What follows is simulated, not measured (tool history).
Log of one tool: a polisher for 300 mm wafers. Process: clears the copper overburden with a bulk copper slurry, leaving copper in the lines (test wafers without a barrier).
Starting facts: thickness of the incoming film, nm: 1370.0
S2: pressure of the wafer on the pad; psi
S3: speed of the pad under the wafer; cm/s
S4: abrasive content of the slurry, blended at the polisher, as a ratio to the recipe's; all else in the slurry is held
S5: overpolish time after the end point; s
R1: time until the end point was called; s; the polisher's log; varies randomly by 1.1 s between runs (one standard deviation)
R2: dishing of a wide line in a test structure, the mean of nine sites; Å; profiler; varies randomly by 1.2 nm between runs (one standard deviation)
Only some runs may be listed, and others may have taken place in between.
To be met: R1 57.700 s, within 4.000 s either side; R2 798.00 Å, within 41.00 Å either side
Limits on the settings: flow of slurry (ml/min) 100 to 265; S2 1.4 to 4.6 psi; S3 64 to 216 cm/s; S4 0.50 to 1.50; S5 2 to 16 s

run 1 day=0.000 | flow_of_slurry_(ml/min)=170 S2=3.0 S3=140 S4=1.00 S5=8 | R1=111.670 R2=555.58
run 2 day=0.079 | flow_of_slurry_(ml/min)=170 S2=3.0 S3=140 S4=1.00 S5=5 | R1=106.870 R2=410.99
run 3 day=0.375 | flow_of_slurry_(ml/min)=150 S2=3.0 S3=140 S4=1.00 S5=5 | R1=109.980 R2=407.00
run 4 day=0.729 | flow_of_slurry_(ml/min)=150 S2=2.4 S3=140 S4=1.00 S5=5 | R1=134.430 R2=332.64
run 5 day=0.833 | flow_of_slurry_(ml/min)=150 S2=3.0 S3=144 S4=1.00 S5=5 | R1=106.440 R2=403.46
run 6 day=1.138 | flow_of_slurry_(ml/min)=155 S2=3.4 S3=146 S4=1.00 S5=5 | R1=96.446 R2=454.12
run 7 day=1.196 | flow_of_slurry_(ml/min)=160 S2=3.7 S3=154 S4=1.00 S5=5 | R1=82.237 R2=514.92
run 8 day=1.467 | flow_of_slurry_(ml/min)=165 S2=3.9 S3=158 S4=1.00 S5=5 | R1=76.431 R2=554.43
run 9 day=1.504 | flow_of_slurry_(ml/min)=170 S2=4.1 S3=162 S4=1.00 S5=5 | R1=68.105 R2=562.60
run 10 day=1.579 | flow_of_slurry_(ml/min)=170 S2=4.2 S3=164 S4=1.00 S5=6 | R1=65.038 R2=686.46
run 11 day=1.867 | flow_of_slurry_(ml/min)=170 S2=4.3 S3=164 S4=1.00 S5=6 | R1=64.590 R2=704.08
run 12 day=1.992 | flow_of_slurry_(ml/min)=170 S2=4.4 S3=164 S4=1.00 S5=6 | R1=64.572 R2=707.19

Consider the 4 candidate settings below. Which is the only one whose results all fall within their allowed miss of target?
run A day=2.117 | flow_of_slurry_(ml/min)=175 S2=4.6 S3=196 S4=1.05 S5=7 | R1=? R2=?
run B day=2.117 | flow_of_slurry_(ml/min)=165 S2=4.6 S3=198 S4=1.10 S5=7 | R1=? R2=?
run C day=2.117 | flow_of_slurry_(ml/min)=165 S2=4.6 S3=164 S4=1.15 S5=7 | R1=? R2=?
run D day=2.117 | flow_of_slurry_(ml/min)=205 S2=4.3 S3=154 S4=0.80 S5=7 | R1=? R2=?

move=A R1=48.626 R2=891.32
move=B R1=48.123 R2=896.11
move=C R1=57.265 R2=815.21
move=D R1=68.177 R2=730.00
A: takes the biggest miss from the last run beyond its target
B: takes the biggest miss from the last run beyond its target
C: in spec on every target
D: its largest miss is bigger than the last run's
C meets every target.

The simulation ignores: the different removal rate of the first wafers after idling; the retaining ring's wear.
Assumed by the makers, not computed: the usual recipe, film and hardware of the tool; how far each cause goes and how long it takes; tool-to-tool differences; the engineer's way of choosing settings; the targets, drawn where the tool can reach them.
